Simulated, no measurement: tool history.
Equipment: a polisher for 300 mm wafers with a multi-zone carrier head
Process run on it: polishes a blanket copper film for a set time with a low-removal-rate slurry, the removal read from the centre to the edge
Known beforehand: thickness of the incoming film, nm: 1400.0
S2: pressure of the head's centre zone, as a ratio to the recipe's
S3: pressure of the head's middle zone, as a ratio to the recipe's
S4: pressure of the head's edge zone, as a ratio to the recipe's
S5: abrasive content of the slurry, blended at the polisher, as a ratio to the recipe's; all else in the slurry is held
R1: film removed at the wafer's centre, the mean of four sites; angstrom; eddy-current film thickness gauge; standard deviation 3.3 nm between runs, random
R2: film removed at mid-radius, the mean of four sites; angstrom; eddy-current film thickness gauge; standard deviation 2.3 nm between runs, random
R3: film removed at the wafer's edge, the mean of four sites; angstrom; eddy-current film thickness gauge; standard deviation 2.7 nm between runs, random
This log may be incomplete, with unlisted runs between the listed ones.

run 1 hour=0 | flow_of_slurry_(ml/min)=125 S2=1 S3=1 S4=1 S5=1 polishing_time_(s)=86 | R1=2717.3 R2=2811.1 R3=2713.6
run 2 hour=7.9 | flow_of_slurry_(ml/min)=125 S2=1.06 S3=1 S4=1 S5=1 polishing_time_(s)=86 | R1=2900.1 R2=2810.4 R3=2659.2
run 3 hour=9 | flow_of_slurry_(ml/min)=125 S2=1.05 S3=1.01 S4=0.99 S5=1 polishing_time_(s)=86 | R1=2948.2 R2=2850.5 R3=2724.9
run 4 hour=10.2 | flow_of_slurry_(ml/min)=125 S2=1.04 S3=1.03 S4=0.97 S5=0.95 polishing_time_(s)=85 | R1=2856 R2=2861.8 R3=2563.2
run 5 hour=17.9 | flow_of_slurry_(ml/min)=125 S2=1.04 S3=1.03 S4=0.97 S5=0.95 polishing_time_(s)=67 | R1=2225.6 R2=2234.6 R3=2008.1
run 6 hour=19.1 | flow_of_slurry_(ml/min)=130 S2=1.03 S3=1.04 S4=0.98 S5=0.95 polishing_time_(s)=67 | R1=2242 R2=2254.9 R3=2087.4
run 7 hour=27.7 | flow_of_slurry_(ml/min)=135 S2=1.02 S3=1.06 S4=0.97 S5=0.95 polishing_time_(s)=67 | R1=2253.7 R2=2315.4 R3=2066.8
run 8 hour=30.6 | flow_of_slurry_(ml/min)=140 S2=1.01 S3=1.07 S4=0.97 S5=0.95 polishing_time_(s)=67 | R1=2216.4 R2=2376.6 R3=2107.5

Run 9 comes next. What will it give?
run 9 hour=33.7 | flow_of_slurry_(ml/min)=145 S2=1.01 S3=1.08 S4=0.97 S5=0.95 polishing_time_(s)=67 | R1=? R2=? R3=?

R1: 2198.7 angstrom
R2: 2355.9 angstrom
R3: 2078.6 angstrom
